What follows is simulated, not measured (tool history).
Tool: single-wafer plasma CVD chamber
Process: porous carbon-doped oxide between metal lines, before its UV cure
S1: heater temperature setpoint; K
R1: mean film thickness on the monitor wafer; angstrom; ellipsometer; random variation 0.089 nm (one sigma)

{"run": 1, "hour": 0.0, "S1": 588.15, "RF power (W)": 405, "deposition time (s)": 11, "R1": 507.19}
{"run": 2, "hour": 8.8, "S1": 595.15, "RF power (W)": 405, "deposition time (s)": 11, "R1": 491.02}
{"run": 3, "hour": 13.7, "S1": 596.15, "RF power (W)": 400, "deposition time (s)": 11, "R1": 485.74}
{"run": 4, "hour": 21.8, "S1": 597.15, "RF power (W)": 395, "deposition time (s)": 11, "R1": 480.44}
{"run": 5, "hour": 26.2, "S1": 597.15, "RF power (W)": 395, "deposition time (s)": 11, "R1": 479.85}
{"run": 6, "hour": 31.0, "S1": 598.15, "RF power (W)": 390, "deposition time (s)": 11, "R1": 473.87}
{"run": 7, "hour": 39.0, "S1": 599.15, "RF power (W)": 385, "deposition time (s)": 11, "R1": 468.89}

The next listed run, before its measurement:
{"run": 8, "hour": 42.1, "S1": 610.15, "RF power (W)": 345, "deposition time (s)": 10.9, "R1": "?"}

Run 8 gave R1 411.01 angstrom.

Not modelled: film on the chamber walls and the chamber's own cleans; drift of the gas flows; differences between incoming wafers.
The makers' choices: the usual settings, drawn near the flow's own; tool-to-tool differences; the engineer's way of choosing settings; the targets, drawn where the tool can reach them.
